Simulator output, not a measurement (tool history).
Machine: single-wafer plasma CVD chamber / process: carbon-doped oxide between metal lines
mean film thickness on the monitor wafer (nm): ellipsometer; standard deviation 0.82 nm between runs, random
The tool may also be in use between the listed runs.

| run | hour | heater temperature setpoint (deg C) | chamber pressure (Torr) | RF power (W) | deposition time (s) | mean film thickness on the monitor wafer (nm) |
|---|---|---|---|---|---|---|
| 1 | 0.0 | 355 | 6.32 | 495 | 31.2 | 158.76 |
| 2 | 1.7 | 355 | 6.32 | 530 | 31.2 | 163.15 |
| 3 | 7.4 | 364 | 6.32 | 530 | 31.2 | 161.08 |
| 4 | 8.1 | 364 | 6.32 | 530 | 32.3 | 166.49 |
| 5 | 15.1 | 362 | 6.48 | 535 | 32.3 | 166.18 |
| 6 | 23.1 | 362 | 7.11 | 535 | 32.3 | 168.03 |
| 7 | 27.6 | 360 | 7.14 | 540 | 32.3 | 171.67 |
| 8 | 32.4 | 359 | 7.22 | 540 | 32.3 | 170.11 |

Expected results for the next run?
| 9 | 38.5 | 358 | 7.24 | 545 | 32.3 | ? |

Logged for run 9: mean film thickness on the monitor wafer (nm) 170.88.

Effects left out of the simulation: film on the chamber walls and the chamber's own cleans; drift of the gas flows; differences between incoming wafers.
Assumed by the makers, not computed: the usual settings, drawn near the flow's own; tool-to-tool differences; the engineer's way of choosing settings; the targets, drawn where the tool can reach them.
